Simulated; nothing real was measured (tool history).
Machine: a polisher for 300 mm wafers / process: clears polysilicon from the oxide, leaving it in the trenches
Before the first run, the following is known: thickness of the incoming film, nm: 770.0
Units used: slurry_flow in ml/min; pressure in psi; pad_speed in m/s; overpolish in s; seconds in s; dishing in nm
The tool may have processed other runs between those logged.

run 1 day=0 | slurry_flow=120 pressure=2 pad_speed=1.08 overpolish=11 | seconds=73.495 dishing=36.488
run 2 day=0.071 | slurry_flow=110 pressure=2 pad_speed=1.08 overpolish=11 | seconds=74.353 dishing=36.92
run 3 day=0.279 | slurry_flow=110 pressure=2 pad_speed=1.2 overpolish=11 | seconds=67.96 dishing=37.324
run 4 day=0.4 | slurry_flow=110 pressure=2.2 pad_speed=1.2 overpolish=11 | seconds=61.141 dishing=38.515
run 5 day=0.617 | slurry_flow=120 pressure=2.2 pad_speed=1.2 overpolish=10 | seconds=58.47 dishing=36.923
run 6 day=0.75 | slurry_flow=120 pressure=2.2 pad_speed=1.2 overpolish=7 | seconds=61.463 dishing=35.648

Run 7 is up next; what results do you expect?
run 7 day=1.1 | slurry_flow=125 pressure=2.2 pad_speed=1.2 overpolish=7 | seconds=? dishing=?

{"run 7": {"seconds": 60.155, "dishing": 35.077}}
